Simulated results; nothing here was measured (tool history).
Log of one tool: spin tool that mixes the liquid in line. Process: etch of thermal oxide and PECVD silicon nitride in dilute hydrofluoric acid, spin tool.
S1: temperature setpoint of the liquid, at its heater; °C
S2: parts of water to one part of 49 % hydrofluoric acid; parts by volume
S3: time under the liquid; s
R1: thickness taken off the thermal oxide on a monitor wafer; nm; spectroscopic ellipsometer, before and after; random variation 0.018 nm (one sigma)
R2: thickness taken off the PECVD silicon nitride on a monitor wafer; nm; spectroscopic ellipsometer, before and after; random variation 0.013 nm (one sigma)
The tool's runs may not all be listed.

run,day,S1,S2,S3,R1,R2
1,0,22,215,180,3.2497,1.4274
2,0.062,22,215,250,4.4182,2.0519
3,0.317,20,215,250,4.0807,1.81
4,0.667,17.5,215,250,3.7338,1.507
5,0.962,17.5,235,250,3.3173,1.4033
6,1.275,17.5,250,250,3.0465,1.3202
7,1.55,17.5,260,250,2.9877,1.2662

Forecast run 8:
8,1.6,21,350,255,?,?

{"run 8": {"R1": 2.3459, "R2": 1.1908}}
